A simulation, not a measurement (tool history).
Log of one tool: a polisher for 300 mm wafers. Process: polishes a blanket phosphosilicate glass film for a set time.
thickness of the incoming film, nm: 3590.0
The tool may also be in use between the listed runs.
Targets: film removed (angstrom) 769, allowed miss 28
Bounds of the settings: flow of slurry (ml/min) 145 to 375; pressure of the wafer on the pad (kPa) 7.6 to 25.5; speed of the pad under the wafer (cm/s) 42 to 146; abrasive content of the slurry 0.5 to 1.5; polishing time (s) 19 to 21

run,hour,flow of slurry (ml/min),pressure of the wafer on the pad (kPa),speed of the pad under the wafer (cm/s),abrasive content of the slurry,polishing time (s),film removed (angstrom)
1,0,240,16.5,94,1,21,1121.4
2,2.8,240,16.5,116,1,21,1343
3,10.2,240,14.5,116,1,21,1152.3
4,15.3,240,13.1,116,1,21,1056.9
5,19.7,240,12.4,116,1,21,1004.8
6,23,240,11.7,116,1,21,975.88
# hour 25.3: slurry blender recalibrated
7,25.3,240,11,116,1,21,1104.4
8,30.5,240,10.3,104,0.95,21,911.88
9,38.2,240,9.7,102,0.95,21,841.91
10,42.5,235,8.3,102,0.95,21,722.7
11,46.3,240,8.3,102,0.95,21,735.21

Which of these 5 next moves meets every target?
A,50.1,275,7.6,88,1.25,20,?
B,50.1,250,7.6,92,1.25,20,?
C,50.1,250,7.6,106,1,21,?
D,50.1,250,7.6,118,1,19,?
E,50.1,260,9.7,108,0.8,21,?

move,film removed (angstrom)
A,671.74
B,688.77
C,713.16
D,703.05
E,772.63
A: further off than the last run
B: further off than the last run
C: further off than the last run
D: further off than the last run
E: meets every target
Answer: E

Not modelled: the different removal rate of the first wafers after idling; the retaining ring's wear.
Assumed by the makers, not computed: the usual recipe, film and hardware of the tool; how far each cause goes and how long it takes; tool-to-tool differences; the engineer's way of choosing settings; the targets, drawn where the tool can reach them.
